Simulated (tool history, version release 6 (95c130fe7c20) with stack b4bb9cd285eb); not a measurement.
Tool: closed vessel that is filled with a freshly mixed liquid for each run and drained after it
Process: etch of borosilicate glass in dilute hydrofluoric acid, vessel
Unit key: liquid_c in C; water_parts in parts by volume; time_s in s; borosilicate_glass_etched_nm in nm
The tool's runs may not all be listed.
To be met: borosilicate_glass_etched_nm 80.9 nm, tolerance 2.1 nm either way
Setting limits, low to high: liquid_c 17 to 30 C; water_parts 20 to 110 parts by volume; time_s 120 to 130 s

| run | day | liquid_c | water_parts | time_s | borosilicate_glass_etched_nm |
|---|---|---|---|---|---|
| 1 | 0 | 22 | 60 | 120 | 64.489 |
| 2 | 0.321 | 22 | 60 | 120 | 65.758 |
| 3 | 0.617 | 24.5 | 60 | 120 | 72.1 |
| 4 | 0.908 | 23 | 60 | 120 | 68.327 |
| 5 | 1.021 | 24 | 60 | 120 | 71.574 |
| 6 | 1.083 | 25 | 60 | 120 | 73.669 |
| 7 | 1.429 | 25.5 | 60 | 120 | 75.53 |
| 8 | 1.642 | 26 | 60 | 120 | 76.544 |
| 9 | 1.833 | 26.5 | 60 | 120 | 78.55 |

Consider the 5 candidate settings below. Which is the only one whose results all fall within their allowed miss of target?
| A | 2.025 | 25 | 60 | 125 | ? |
| B | 2.025 | 26 | 60 | 120 | ? |
| C | 2.025 | 27 | 65 | 125 | ? |
| D | 2.025 | 23.5 | 55 | 120 | ? |
| E | 2.025 | 22.5 | 50 | 120 | ? |

| move | borosilicate_glass_etched_nm |
|---|---|
| A | 75.776 |
| B | 75.739 |
| C | 75.269 |
| D | 75.139 |
| E | 79.814 |
A: further off than the last run
B: further off than the last run
C: further off than the last run
D: further off than the last run
E: in spec on every target
Correct choice: E, which meets every target
